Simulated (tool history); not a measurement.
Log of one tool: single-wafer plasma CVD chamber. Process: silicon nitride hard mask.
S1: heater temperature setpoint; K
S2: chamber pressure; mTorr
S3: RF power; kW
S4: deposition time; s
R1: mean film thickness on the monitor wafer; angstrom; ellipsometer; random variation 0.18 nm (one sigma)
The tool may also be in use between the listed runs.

run	hour	S1	S2	S3	S4	R1
1	0.0	698.15	1650	0.315	68.2	805.56
2	7.9	698.15	1510	0.310	68.2	788.91
3	11.6	698.15	1430	0.300	68.2	765.45
4	12.7	698.15	1430	0.300	68.2	767.13
5	14.3	698.15	1430	0.330	68.2	804.70
6	22.4	698.15	1430	0.300	68.2	763.76

Run 7 comes next. What will it give?
7	28.3	698.15	1350	0.295	68.2	?

R1: 748.57 angstrom

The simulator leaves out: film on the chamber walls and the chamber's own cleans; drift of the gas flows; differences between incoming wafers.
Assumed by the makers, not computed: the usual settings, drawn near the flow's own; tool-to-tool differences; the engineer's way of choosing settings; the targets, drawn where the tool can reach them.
